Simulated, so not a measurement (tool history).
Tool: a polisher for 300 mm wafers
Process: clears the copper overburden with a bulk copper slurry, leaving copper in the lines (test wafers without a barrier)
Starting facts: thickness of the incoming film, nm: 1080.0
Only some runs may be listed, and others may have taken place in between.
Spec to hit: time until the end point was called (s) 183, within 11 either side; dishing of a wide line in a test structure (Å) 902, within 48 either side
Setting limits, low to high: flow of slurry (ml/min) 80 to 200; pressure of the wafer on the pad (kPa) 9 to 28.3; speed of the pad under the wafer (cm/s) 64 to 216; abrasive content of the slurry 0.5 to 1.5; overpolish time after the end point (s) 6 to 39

| run | hour | flow of slurry (ml/min) | pressure of the wafer on the pad (kPa) | speed of the pad under the wafer (cm/s) | abrasive content of the slurry | overpolish time after the end point (s) | time until the end point was called (s) | dishing of a wide line in a test structure (Å) |
|---|---|---|---|---|---|---|---|---|
| 1 | 0 | 130 | 18.6 | 140 | 1 | 20 | 100.67 | 990.63 |
| 2 | 5.6 | 130 | 18.6 | 140 | 1 | 13 | 100.11 | 753.12 |
| 3 | 12.3 | 130 | 17.2 | 138 | 1 | 15 | 112.86 | 781.13 |
| 4 | 19.2 | 130 | 17.2 | 138 | 1 | 6 | 111.5 | 386.91 |
| 5 | 24.1 | 145 | 17.2 | 138 | 1 | 6 | 106.77 | 394.12 |
| 6 | 30.1 | 145 | 17.2 | 114 | 1 | 6 | 122.43 | 354 |
| 7 | 31.7 | 135 | 16.5 | 114 | 1 | 8 | 130.46 | 442.09 |
| 8 | 33.1 | 100 | 11.7 | 128 | 1 | 18 | 165.42 | 633.87 |
| 9 | 39.7 | 100 | 11.7 | 126 | 1 | 19 | 176.91 | 639.77 |
| 10 | 48 | 100 | 11.7 | 126 | 1 | 20 | 172.96 | 670.87 |
| 11 | 54.8 | 100 | 11.7 | 126 | 1 | 21 | 170.68 | 697.89 |
| 12 | 58.7 | 95 | 11.7 | 126 | 1 | 22 | 176.78 | 706.2 |
| 13 | 62.3 | 95 | 11.7 | 126 | 1 | 23 | 175.75 | 709.68 |
| 14 | 68.6 | 95 | 11.7 | 126 | 1 | 23 | 166.74 | 724.18 |
| 15 | 75.3 | 95 | 11 | 128 | 1 | 24 | 180.49 | 741.73 |
| 16 | 80 | 95 | 11 | 128 | 1 | 25 | 177.74 | 733.33 |
| 17 | 85.9 | 95 | 11 | 128 | 1 | 25 | 180.13 | 732.47 |
| 18 | 88.9 | 95 | 11 | 128 | 1 | 25 | 182.06 | 733.17 |
| 19 | 96.6 | 95 | 11 | 128 | 1 | 26 | 186.46 | 754.76 |
| 20 | 103 | 95 | 11 | 128 | 1 | 27 | 179.67 | 775.61 |
| 21 | 104.9 | 95 | 11 | 128 | 1 | 28 | 183.96 | 786.99 |
| 22 | 107.3 | 95 | 11 | 128 | 1 | 29 | 175.3 | 766.18 |
| 23 | 111 | 95 | 11 | 128 | 1 | 30 | 177.71 | 779.77 |
| 24 | 114.8 | 95 | 11 | 128 | 1 | 31 | 180.7 | 820.51 |
| 25 | 122 | 95 | 11 | 128 | 1 | 32 | 182.19 | 843.27 |

Exercise: of the 5 proposed moves below, exactly one satisfies all targets within the stated allowed misses. Which move is it?
| A | 129.2 | 90 | 11.7 | 122 | 0.95 | 36 | ? | ? |
| B | 129.2 | 80 | 13.1 | 104 | 1.15 | 28 | ? | ? |
| C | 129.2 | 95 | 14.5 | 110 | 1.35 | 29 | ? | ? |
| D | 129.2 | 125 | 10.3 | 118 | 1.1 | 24 | ? | ? |
| E | 129.2 | 85 | 16.5 | 104 | 1.05 | 28 | ? | ? |

| move | time until the end point was called (s) | dishing of a wide line in a test structure (Å) |
|---|---|---|
| A | 180.7 | 888.69 |
| B | 187.59 | 781.05 |
| C | 152.39 | 906.72 |
| D | 182.97 | 697.37 |
| E | 153.11 | 909.8 |
A: each result inside its tolerance
B: the biggest miss grows against the last run
C: brings the last run's worst result on target, with another outside its allowed miss
D: the biggest miss grows against the last run
E: brings the last run's worst result on target, with another outside its allowed miss
The right move is A.
